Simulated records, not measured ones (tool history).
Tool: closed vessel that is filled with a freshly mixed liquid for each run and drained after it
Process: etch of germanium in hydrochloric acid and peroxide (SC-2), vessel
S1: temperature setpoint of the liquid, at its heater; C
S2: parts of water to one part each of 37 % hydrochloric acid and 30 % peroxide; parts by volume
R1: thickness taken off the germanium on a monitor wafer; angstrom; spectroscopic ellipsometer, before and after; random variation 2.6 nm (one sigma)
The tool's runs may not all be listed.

run 1 hour=0 | S1=59 S2=9 time_in_the_liquid_(s)=95 | R1=2738.8
run 2 hour=2 | S1=60.5 S2=9 time_in_the_liquid_(s)=95 | R1=2882.1
run 3 hour=4.3 | S1=61.5 S2=9 time_in_the_liquid_(s)=95 | R1=2980.5
run 4 hour=5.4 | S1=61.5 S2=10 time_in_the_liquid_(s)=95 | R1=2974
run 5 hour=14.7 | S1=62 S2=10 time_in_the_liquid_(s)=95 | R1=2952.4
run 6 hour=16.2 | S1=62 S2=12 time_in_the_liquid_(s)=95 | R1=2920.6
run 7 hour=19.1 | S1=63 S2=12 time_in_the_liquid_(s)=95 | R1=3011.1

The next listed run, before its measurement:
run 8 hour=28.1 | S1=63.5 S2=12 time_in_the_liquid_(s)=95 | R1=?

R1: 3027.5 angstrom
